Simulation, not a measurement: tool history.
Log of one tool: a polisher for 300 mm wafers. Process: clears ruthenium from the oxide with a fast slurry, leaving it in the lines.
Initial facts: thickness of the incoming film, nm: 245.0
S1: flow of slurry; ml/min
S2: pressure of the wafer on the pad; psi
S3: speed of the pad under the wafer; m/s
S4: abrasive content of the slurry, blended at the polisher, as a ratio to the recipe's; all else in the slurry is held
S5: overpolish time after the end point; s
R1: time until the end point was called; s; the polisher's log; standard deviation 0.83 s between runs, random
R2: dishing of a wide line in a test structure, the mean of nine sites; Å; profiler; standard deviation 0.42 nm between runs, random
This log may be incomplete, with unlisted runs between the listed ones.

run,hour,S1,S2,S3,S4,S5,R1,R2
1,0,185,2.2,0.76,1,22,114.36,395.98
2,6.6,185,1.9,0.76,1,22,130.27,346.21
3,13.4,185,1.9,0.88,1,22,117.67,393.28
4,17.9,190,2,0.88,1,21,109.89,389.09
5,24.3,190,2,0.88,0.85,21,129.92,345.24
6,27.3,195,2.1,0.88,0.85,20,121.66,336.25
7,35.9,200,2.2,0.88,0.85,20,118.26,359.16
8,41.8,200,2.3,0.88,0.85,19,111.37,356.61
9,43.2,200,2.4,0.88,0.85,19,106.99,373.22
10,48.1,200,2.5,0.88,0.85,19,103.25,388.33
11,51.3,200,2.5,0.88,0.85,18,103.49,371.31
12,59.7,205,2.7,0.88,0.85,16,96.873,350.14
# hour 65.2: slurry blender recalibrated
13,65.2,210,2.9,0.88,0.85,16,68.771,489.97
14,67.1,160,2.9,0.88,0.85,16,69.572,471.8
15,69.2,175,2.9,0.88,0.85,16,70.111,474.87

Expected results for the next run?
16,75.6,175,2.3,0.88,0.85,16,?,?

{"run 16": {"R1": 85.043, "R2": 387.3}}

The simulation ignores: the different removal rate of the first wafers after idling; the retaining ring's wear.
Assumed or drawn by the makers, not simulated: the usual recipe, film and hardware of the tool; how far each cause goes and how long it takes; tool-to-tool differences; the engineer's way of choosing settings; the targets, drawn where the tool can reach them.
